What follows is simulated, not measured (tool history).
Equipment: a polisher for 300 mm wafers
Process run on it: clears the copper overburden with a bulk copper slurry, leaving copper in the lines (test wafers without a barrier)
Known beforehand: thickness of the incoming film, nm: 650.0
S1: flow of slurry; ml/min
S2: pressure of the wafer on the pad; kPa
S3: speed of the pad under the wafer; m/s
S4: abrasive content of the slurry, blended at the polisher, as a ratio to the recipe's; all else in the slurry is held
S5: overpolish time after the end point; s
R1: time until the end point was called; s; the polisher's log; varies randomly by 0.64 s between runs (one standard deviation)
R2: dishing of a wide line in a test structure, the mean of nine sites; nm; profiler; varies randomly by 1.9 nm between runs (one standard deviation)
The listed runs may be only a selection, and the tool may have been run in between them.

run 1 hour=0 | S1=230 S2=13.1 S3=0.94 S4=1 S5=20 | R1=119.01 R2=53.31
run 2 hour=7.9 | S1=235 S2=15.2 S3=0.94 S4=1 S5=20 | R1=103.31 R2=59.49
run 3 hour=11.2 | S1=235 S2=16.5 S3=0.94 S4=1 S5=20 | R1=94.516 R2=62.638
run 4 hour=16.4 | S1=235 S2=16.5 S3=0.74 S4=1 S5=20 | R1=114.57 R2=56.662
run 5 hour=21.8 | S1=240 S2=17.9 S3=0.78 S4=1 S5=20 | R1=101.48 R2=62.275
run 6 hour=26.1 | S1=240 S2=17.9 S3=0.66 S4=1 S5=20 | R1=118.77 R2=57.079
run 7 hour=30.7 | S1=240 S2=18.6 S3=0.74 S4=1 S5=20 | R1=103.58 R2=61.96
run 8 hour=36.9 | S1=240 S2=19.3 S3=0.8 S4=1 S5=20 | R1=91.671 R2=63.509
run 9 hour=39.2 | S1=240 S2=20 S3=0.84 S4=1 S5=21 | R1=84.47 R2=68.818
run 10 hour=42.6 | S1=240 S2=20 S3=0.86 S4=1 S5=22 | R1=84.821 R2=72.159

Run 11 is up next; what results do you expect?
run 11 hour=50.5 | S1=240 S2=20 S3=0.88 S4=1 S5=22 | R1=? R2=?

R1: 82.469 s
R2: 70.791 nm
